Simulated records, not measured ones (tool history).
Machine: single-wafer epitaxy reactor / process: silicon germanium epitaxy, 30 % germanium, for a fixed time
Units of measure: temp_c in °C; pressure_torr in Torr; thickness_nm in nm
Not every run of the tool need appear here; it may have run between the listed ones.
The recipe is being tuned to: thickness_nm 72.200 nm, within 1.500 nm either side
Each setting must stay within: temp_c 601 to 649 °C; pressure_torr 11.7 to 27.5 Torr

run	hour	temp_c	pressure_torr	thickness_nm
1	0.0	625	19.6	89.822
2	4.1	623	19.5	87.070
3	13.1	621	19.5	83.707
4	15.2	621	17.5	80.387
5	17.2	621	14.6	74.959
6	20.2	611	14.6	64.038
7	21.1	612	14.6	65.221
8	27.9	613	14.6	66.203
9	34.9	614	14.6	67.064
10	41.8	614	14.6	67.048
11	44.2	615	14.6	67.905
12	49.4	616	14.6	69.632
13	52.4	617	14.6	70.601

Which single option among these 5 for the next run brings every result within its allowed miss of target? Just one does.
A	55.4	614	15.4	?
B	55.4	617	14.0	?
C	55.4	620	14.1	?
D	55.4	617	13.3	?
E	55.4	616	14.0	?

move	thickness_nm
A	68.364
B	69.075
C	72.649
D	67.694
E	67.983
A: moves away from the targets compared with the last run
B: moves away from the targets compared with the last run
C: all results in spec
D: moves away from the targets compared with the last run
E: moves away from the targets compared with the last run
Correct choice: C, which meets every target
